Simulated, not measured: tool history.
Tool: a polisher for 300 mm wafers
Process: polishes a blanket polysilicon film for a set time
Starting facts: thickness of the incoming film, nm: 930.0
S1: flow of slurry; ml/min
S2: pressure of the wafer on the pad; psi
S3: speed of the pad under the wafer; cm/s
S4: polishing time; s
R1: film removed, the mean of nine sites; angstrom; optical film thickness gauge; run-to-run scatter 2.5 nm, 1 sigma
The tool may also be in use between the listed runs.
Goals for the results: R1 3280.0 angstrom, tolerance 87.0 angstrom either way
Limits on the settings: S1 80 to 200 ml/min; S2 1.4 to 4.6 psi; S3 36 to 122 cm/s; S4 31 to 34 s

Run 1, day 0.000: S1 130 ml/min, S2 3.0 psi, S3 78 cm/s, S4 34 s. Result: R1 2245.0 angstrom.
Run 2, day 0.146: S1 140 ml/min, S2 3.2 psi, S3 78 cm/s, S4 34 s. Result: R1 2483.8 angstrom.
Run 3, day 0.358: S1 140 ml/min, S2 2.7 psi, S3 78 cm/s, S4 34 s. Result: R1 2049.7 angstrom.
Run 4, day 0.692: S1 150 ml/min, S2 3.0 psi, S3 78 cm/s, S4 34 s. Result: R1 2335.5 angstrom.
Run 5, day 1.038: S1 150 ml/min, S2 2.4 psi, S3 78 cm/s, S4 34 s. Result: R1 1868.7 angstrom.
Run 6, day 1.079: S1 150 ml/min, S2 2.4 psi, S3 64 cm/s, S4 34 s. Result: R1 1663.6 angstrom.
Run 7, day 1.258: S1 160 ml/min, S2 2.8 psi, S3 64 cm/s, S4 34 s. Result: R1 1962.7 angstrom.
Run 8, day 1.492: S1 165 ml/min, S2 3.1 psi, S3 64 cm/s, S4 34 s. Result: R1 2144.0 angstrom.
Run 9, day 1.525: S1 170 ml/min, S2 3.4 psi, S3 64 cm/s, S4 34 s. Result: R1 2359.2 angstrom.
Run 10, day 1.846: S1 175 ml/min, S2 3.6 psi, S3 64 cm/s, S4 34 s. Result: R1 2492.3 angstrom.
At day 2.092: worn pad replaced by a new one.
Run 11, day 2.092: S1 175 ml/min, S2 3.8 psi, S3 64 cm/s, S4 34 s. Result: R1 2833.4 angstrom.
Run 12, day 2.304: S1 180 ml/min, S2 3.9 psi, S3 64 cm/s, S4 34 s. Result: R1 2966.3 angstrom.
Run 13, day 2.488: S1 185 ml/min, S2 3.9 psi, S3 64 cm/s, S4 34 s. Result: R1 2937.2 angstrom.
Run 14, day 2.838: S1 185 ml/min, S2 3.9 psi, S3 64 cm/s, S4 34 s. Result: R1 2930.3 angstrom.
Run 15, day 2.967: S1 185 ml/min, S2 4.0 psi, S3 64 cm/s, S4 34 s. Result: R1 3024.3 angstrom.
Run 16, day 3.054: S1 190 ml/min, S2 4.1 psi, S3 64 cm/s, S4 34 s. Result: R1 3055.2 angstrom.
Run 17, day 3.400: S1 190 ml/min, S2 4.2 psi, S3 64 cm/s, S4 34 s. Result: R1 3134.0 angstrom.

4 candidate next runs follow, results not yet known. Just one meets every target within its allowed miss. Identify it.
Run A, day 3.746: S1 200 ml/min, S2 4.2 psi, S3 60 cm/s, S4 33 s. Result: R1 ?.
Run B, day 3.746: S1 180 ml/min, S2 4.0 psi, S3 68 cm/s, S4 34 s. Result: R1 ?.
Run C, day 3.746: S1 200 ml/min, S2 3.5 psi, S3 78 cm/s, S4 34 s. Result: R1 ?.
Run D, day 3.746: S1 180 ml/min, S2 3.8 psi, S3 80 cm/s, S4 34 s. Result: R1 ?.

move      R1
   A  2914.1
   B  3044.9
   C  2965.5
   D  3218.2
A: moves away from the targets compared with the last run
B: moves away from the targets compared with the last run
C: moves away from the targets compared with the last run
D: hits every target within its allowed miss
D meets every target.
